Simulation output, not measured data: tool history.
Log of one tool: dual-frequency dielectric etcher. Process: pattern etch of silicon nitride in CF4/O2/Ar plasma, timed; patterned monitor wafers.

| run | day | source power (W) | bias power (W) | Ar flow (sccm) | CF4 flow (sccm) | etch time (s) | mean etch depth across the wafer (Å) |
|---|---|---|---|---|---|---|---|
| 1 | 0.000 | 450 | 65 | 74 | 103 | 8.5 | 167.91 |
| 2 | 0.117 | 390 | 65 | 74 | 103 | 8.5 | 144.56 |
| 3 | 0.492 | 390 | 65 | 65 | 103 | 8.5 | 145.53 |
| 4 | 0.633 | 390 | 65 | 65 | 103 | 7.5 | 128.73 |
| 5 | 0.954 | 410 | 65 | 65 | 103 | 7.5 | 135.08 |
| 6 | 1.254 | 410 | 65 | 58 | 103 | 7.5 | 136.40 |
| 7 | 1.400 | 430 | 65 | 58 | 103 | 7.5 | 143.12 |
|  | 1.596 | wet clean of the chamber |
| 8 | 1.596 | 440 | 65 | 58 | 103 | 7.5 | 140.16 |
| 9 | 1.658 | 460 | 66 | 58 | 103 | 7.5 | 148.00 |
| 10 | 2.021 | 460 | 66 | 58 | 103 | 7.5 | 148.03 |
| 11 | 2.071 | 470 | 66 | 58 | 103 | 7.5 | 151.73 |
| 12 | 2.421 | 480 | 66 | 58 | 103 | 7.5 | 154.72 |
| 13 | 2.692 | 490 | 66 | 58 | 103 | 7.5 | 158.31 |
| 14 | 2.867 | 500 | 66 | 58 | 103 | 7.5 | 161.80 |

Run 15 comes next. What will it give?
| 15 | 3.208 | 510 | 66 | 58 | 103 | 7.5 | ? |

mean etch depth across the wafer (Å): 164.25

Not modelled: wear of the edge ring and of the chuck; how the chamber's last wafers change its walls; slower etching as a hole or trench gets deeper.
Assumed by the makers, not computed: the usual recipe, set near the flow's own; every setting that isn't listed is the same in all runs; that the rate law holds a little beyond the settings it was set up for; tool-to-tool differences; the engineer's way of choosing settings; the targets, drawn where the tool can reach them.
